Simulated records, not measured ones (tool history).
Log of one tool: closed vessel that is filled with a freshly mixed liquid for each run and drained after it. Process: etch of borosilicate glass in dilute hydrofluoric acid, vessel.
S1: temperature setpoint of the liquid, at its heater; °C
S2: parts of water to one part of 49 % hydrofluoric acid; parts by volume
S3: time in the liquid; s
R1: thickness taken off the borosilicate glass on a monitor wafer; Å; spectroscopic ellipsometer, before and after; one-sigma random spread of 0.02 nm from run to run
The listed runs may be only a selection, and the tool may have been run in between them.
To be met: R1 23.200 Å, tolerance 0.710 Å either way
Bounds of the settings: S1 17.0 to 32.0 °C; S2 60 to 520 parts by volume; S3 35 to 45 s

{"run": 1, "hour": 0.0, "S1": 24.0, "S2": 290, "S3": 45, "R1": 33.744}
{"run": 2, "hour": 5.9, "S1": 24.0, "S2": 190, "S3": 45, "R1": 57.028}
{"run": 3, "hour": 12.8, "S1": 24.0, "S2": 190, "S3": 35, "R1": 45.051}
{"run": 4, "hour": 13.4, "S1": 22.5, "S2": 210, "S3": 35, "R1": 37.404}
{"run": 5, "hour": 18.9, "S1": 21.5, "S2": 210, "S3": 35, "R1": 36.224}
{"run": 6, "hour": 21.8, "S1": 21.5, "S2": 250, "S3": 35, "R1": 28.81}
{"run": 7, "hour": 23.1, "S1": 21.0, "S2": 250, "S3": 35, "R1": 28.507}
{"run": 8, "hour": 31.3, "S1": 20.5, "S2": 250, "S3": 35, "R1": 28.038}
{"run": 9, "hour": 36.7, "S1": 20.0, "S2": 250, "S3": 35, "R1": 27.037}
{"hour": 40.3, "done": "thermometer replaced"}
{"run": 10, "hour": 40.3, "S1": 19.5, "S2": 250, "S3": 35, "R1": 24.767}
{"run": 11, "hour": 41.3, "S1": 19.0, "S2": 250, "S3": 35, "R1": 24.903}
{"run": 12, "hour": 44.1, "S1": 18.5, "S2": 250, "S3": 35, "R1": 24.107}
{"run": 13, "hour": 52.4, "S1": 18.5, "S2": 250, "S3": 35, "R1": 23.758}

Exactly one of the 4 candidate moves below puts every result within its allowed miss. Which one?
{"run": "A", "hour": 60.7, "S1": 18.0, "S2": 240, "S3": 35, "R1": "?"}
{"run": "B", "hour": 60.7, "S1": 29.5, "S2": 345, "S3": 35, "R1": "?"}
{"run": "C", "hour": 60.7, "S1": 27.0, "S2": 315, "S3": 35, "R1": "?"}
{"run": "D", "hour": 60.7, "S1": 18.5, "S2": 275, "S3": 40, "R1": "?"}

move=A R1=24.544
move=B R1=23.059
move=C R1=24.027
move=D R1=24.186
A: lands further from the targets than the last run did
B: each result inside its tolerance
C: lands further from the targets than the last run did
D: lands further from the targets than the last run did
The move that meets every target is B.

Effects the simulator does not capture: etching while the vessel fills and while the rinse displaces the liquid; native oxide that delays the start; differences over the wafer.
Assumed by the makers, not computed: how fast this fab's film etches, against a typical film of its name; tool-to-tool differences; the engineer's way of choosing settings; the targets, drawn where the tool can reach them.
